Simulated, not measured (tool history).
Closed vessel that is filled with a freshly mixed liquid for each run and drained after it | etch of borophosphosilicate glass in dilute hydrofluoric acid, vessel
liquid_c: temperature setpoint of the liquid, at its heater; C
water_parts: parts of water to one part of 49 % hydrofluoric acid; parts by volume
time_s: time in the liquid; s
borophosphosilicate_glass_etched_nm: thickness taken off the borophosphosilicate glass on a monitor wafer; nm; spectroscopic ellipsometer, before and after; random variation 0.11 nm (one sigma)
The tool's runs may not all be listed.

run    day  liquid_c  water_parts  time_s  borophosphosilicate_glass_etched_nm
  1      0        24          155      60                               9.7539
  2  0.117        24          155      60                               9.8626
  3   0.25        24          155      45                               7.1936
  4  0.458      25.5          145      45                               8.3645
  5  0.783      25.5          145      60                               11.278
  6  1.129      25.5           90      60                               18.876
  7    1.4        24           95      60                               17.154
  8  1.783        23          100      60                               15.335
  9  2.171        22          100      60                               14.905

Run 10 comes next. What will it give?
 10  2.358        21          100      60                                    ?

borophosphosilicate_glass_etched_nm: 14.211 nm

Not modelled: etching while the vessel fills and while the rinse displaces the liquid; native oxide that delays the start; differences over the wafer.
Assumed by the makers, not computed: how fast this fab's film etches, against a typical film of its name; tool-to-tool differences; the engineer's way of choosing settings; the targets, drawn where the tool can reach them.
